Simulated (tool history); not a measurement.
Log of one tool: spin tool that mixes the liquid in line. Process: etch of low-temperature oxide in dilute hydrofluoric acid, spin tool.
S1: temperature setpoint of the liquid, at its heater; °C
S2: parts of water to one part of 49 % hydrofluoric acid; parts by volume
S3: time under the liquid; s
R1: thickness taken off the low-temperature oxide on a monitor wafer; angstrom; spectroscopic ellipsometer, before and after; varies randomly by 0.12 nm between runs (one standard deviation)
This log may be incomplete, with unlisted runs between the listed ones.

{"run": 1, "day": 0.0, "S1": 21, "S2": 175, "S3": 320, "R1": 499.73}
{"run": 2, "day": 0.079, "S1": 21, "S2": 225, "S3": 320, "R1": 373.26}
{"run": 3, "day": 0.458, "S1": 21, "S2": 225, "S3": 340, "R1": 391.91}
{"run": 4, "day": 0.608, "S1": 24, "S2": 225, "S3": 340, "R1": 438.27}
{"run": 5, "day": 0.838, "S1": 24, "S2": 225, "S3": 320, "R1": 415.06}
{"run": 6, "day": 0.933, "S1": 24, "S2": 170, "S3": 320, "R1": 576.97}
{"run": 7, "day": 1.083, "S1": 22, "S2": 195, "S3": 320, "R1": 452.95}

What will run 8 give?
{"run": 8, "day": 1.4, "S1": 18, "S2": 265, "S3": 320, "R1": "?"}

R1: 270.59 angstrom
